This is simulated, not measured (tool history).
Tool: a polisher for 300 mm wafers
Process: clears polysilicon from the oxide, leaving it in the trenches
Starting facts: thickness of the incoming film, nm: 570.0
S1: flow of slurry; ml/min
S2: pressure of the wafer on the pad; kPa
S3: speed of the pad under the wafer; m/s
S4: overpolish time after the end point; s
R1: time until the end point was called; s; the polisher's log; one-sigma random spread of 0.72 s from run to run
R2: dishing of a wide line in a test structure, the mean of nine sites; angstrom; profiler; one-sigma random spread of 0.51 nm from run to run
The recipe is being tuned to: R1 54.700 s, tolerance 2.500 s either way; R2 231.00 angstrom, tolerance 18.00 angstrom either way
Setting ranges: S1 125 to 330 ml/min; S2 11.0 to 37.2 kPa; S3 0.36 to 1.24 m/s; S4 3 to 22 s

run  hour   S1    S2    S3  S4      R1      R2
  1   0.0  210  24.1  0.80  11  40.267  308.68
  2   7.0  210  22.8  0.80   9  42.265  313.37
  3  10.4  210  22.8  0.76  12  43.999  325.97
  4  12.5  255  22.8  0.76  12  43.020  318.31
  5  21.0  275  22.1  0.72  10  45.696  330.98
  6  27.5  240  20.7  0.76  11  46.793  316.55
  7  33.9  215  18.6  0.82   9  49.030  300.68
  8  40.6  195  16.5  0.88   8  51.834  285.85
  9  44.0  180  15.2  0.94   7  54.202  275.68
 10  47.8  180  15.2  0.94   7  53.359  292.28
 11  53.5  165  14.5  1.00   6  52.693  278.66
     55.3  -- slurry nozzle cleaned
 12  55.3  125  11.0  1.18   3  57.080  182.94

Consider the 4 candidate settings below. Which is the only one whose results all fall within their allowed miss of target?
  A  57.1  125  11.0  1.24   3   ?   ?
  B  57.1  135  12.4  1.08   4   ?   ?
  C  57.1  195  14.5  0.90   6   ?   ?
  D  57.1  125  11.7  1.16   3   ?   ?

move      R1      R2
   A  54.163  188.35
   B  54.988  218.48
   C  53.557  260.67
   D  54.893  186.86
A: an improvement on the last run, though not all results are within tolerance
B: all results in spec
C: the result that was furthest off in the last run now lies on the other side of its target
D: an improvement on the last run, though not all results are within tolerance
So the answer is move B, the one that meets all the targets.
